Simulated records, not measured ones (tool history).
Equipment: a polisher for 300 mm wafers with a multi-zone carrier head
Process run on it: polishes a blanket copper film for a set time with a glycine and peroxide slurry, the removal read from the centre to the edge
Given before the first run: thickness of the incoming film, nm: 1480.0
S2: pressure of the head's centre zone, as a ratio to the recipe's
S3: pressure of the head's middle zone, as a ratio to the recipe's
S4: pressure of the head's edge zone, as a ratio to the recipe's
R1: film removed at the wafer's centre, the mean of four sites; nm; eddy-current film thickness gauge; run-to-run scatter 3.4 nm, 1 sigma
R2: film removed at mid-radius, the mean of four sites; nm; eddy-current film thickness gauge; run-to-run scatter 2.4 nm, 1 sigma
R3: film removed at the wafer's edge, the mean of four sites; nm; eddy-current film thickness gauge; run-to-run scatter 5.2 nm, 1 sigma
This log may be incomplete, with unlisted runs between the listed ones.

Run 1, day 0.000: flow of slurry (ml/min) 210, S2 1.00, S3 1.00, S4 1.00, polishing time (s) 53. Result: R1 235.31 nm, R2 248.12 nm, R3 237.49 nm.
Run 2, day 0.167: flow of slurry (ml/min) 220, S2 1.03, S3 1.00, S4 1.04, polishing time (s) 58. Result: R1 268.64 nm, R2 271.57 nm, R3 264.56 nm.
Run 3, day 0.225: flow of slurry (ml/min) 220, S2 1.03, S3 1.05, S4 1.04, polishing time (s) 58. Result: R1 266.52 nm, R2 283.35 nm, R3 273.40 nm.
Run 4, day 0.596: flow of slurry (ml/min) 220, S2 1.03, S3 1.05, S4 1.04, polishing time (s) 46. Result: R1 213.28 nm, R2 226.06 nm, R3 214.62 nm.
Run 5, day 0.862: flow of slurry (ml/min) 260, S2 1.03, S3 1.05, S4 1.04, polishing time (s) 46. Result: R1 218.88 nm, R2 229.86 nm, R3 219.14 nm.
Run 6, day 1.029: flow of slurry (ml/min) 260, S2 1.03, S3 1.05, S4 1.04, polishing time (s) 55. Result: R1 261.41 nm, R2 275.42 nm, R3 264.73 nm.
Run 7, day 1.283: flow of slurry (ml/min) 275, S2 1.07, S3 1.06, S4 1.08, polishing time (s) 58. Result: R1 289.58 nm, R2 293.95 nm, R3 274.39 nm.
Run 8, day 1.354: flow of slurry (ml/min) 215, S2 1.10, S3 0.96, S4 1.10, polishing time (s) 73. Result: R1 353.68 nm, R2 324.62 nm, R3 344.49 nm.

Expected results for the next run?
Run 9, day 1.421: flow of slurry (ml/min) 235, S2 1.11, S3 0.97, S4 1.11, polishing time (s) 74. Result: R1 ?, R2 ?, R3 ?.

Logged for run 9: R1 372.83 nm, R2 341.57 nm, R3 354.83 nm.
